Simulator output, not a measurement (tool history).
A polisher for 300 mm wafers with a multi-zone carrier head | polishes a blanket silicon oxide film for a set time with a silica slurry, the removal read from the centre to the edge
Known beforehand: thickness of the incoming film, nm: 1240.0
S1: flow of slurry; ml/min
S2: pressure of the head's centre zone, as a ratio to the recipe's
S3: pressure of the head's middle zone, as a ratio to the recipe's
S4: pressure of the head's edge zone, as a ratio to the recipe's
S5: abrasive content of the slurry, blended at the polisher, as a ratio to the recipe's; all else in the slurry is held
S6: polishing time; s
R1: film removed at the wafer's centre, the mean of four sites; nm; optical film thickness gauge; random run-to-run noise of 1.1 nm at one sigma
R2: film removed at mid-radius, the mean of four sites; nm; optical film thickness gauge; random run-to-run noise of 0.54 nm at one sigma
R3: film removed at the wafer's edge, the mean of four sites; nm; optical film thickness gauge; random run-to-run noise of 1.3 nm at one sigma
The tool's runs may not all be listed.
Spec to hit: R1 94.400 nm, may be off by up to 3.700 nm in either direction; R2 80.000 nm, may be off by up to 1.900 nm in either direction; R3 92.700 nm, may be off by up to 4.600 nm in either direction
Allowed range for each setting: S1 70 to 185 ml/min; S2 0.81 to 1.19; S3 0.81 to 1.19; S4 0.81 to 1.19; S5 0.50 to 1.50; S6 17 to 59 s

run	hour	S1	S2	S3	S4	S5	S6	R1	R2	R3
1	0.0	120	1.00	1.00	1.00	1.00	38	117.590	120.200	120.060
2	6.4	110	1.01	0.95	0.98	0.90	38	110.280	107.720	111.350
3	7.3	100	1.02	0.91	0.97	0.85	38	105.580	97.811	107.180
4	14.3	95	1.02	0.88	0.94	0.80	38	99.026	91.069	99.518
5	17.7	90	1.03	0.86	0.93	0.80	38	98.716	89.175	97.296
6	23.6	85	1.04	0.85	0.93	0.80	38	95.259	87.374	97.159
7	24.2	75	1.13	0.81	0.91	0.70	38	91.789	74.065	85.842
8	28.3	80	1.11	0.81	0.92	0.70	38	92.787	75.402	87.299

Exactly one of the 4 candidate moves below puts every result within its allowed miss. Which one?
A	32.4	80	1.12	0.86	1.00	0.60	43	?	?	?
B	32.4	80	1.05	0.88	0.89	0.70	41	?	?	?
C	32.4	85	1.19	0.95	0.89	0.75	34	?	?	?
D	32.4	70	1.09	0.88	0.91	0.60	42	?	?	?

move	R1	R2	R3
A	92.930	80.221	92.587
B	92.508	85.646	92.231
C	91.471	79.285	80.801
D	83.206	75.297	83.579
A: every result lands within tolerance
B: takes the biggest miss from the last run beyond its target
C: the furthest-off result lands on target, but another misses its tolerance
D: moves away from the targets compared with the last run
Go with A: it meets all targets.
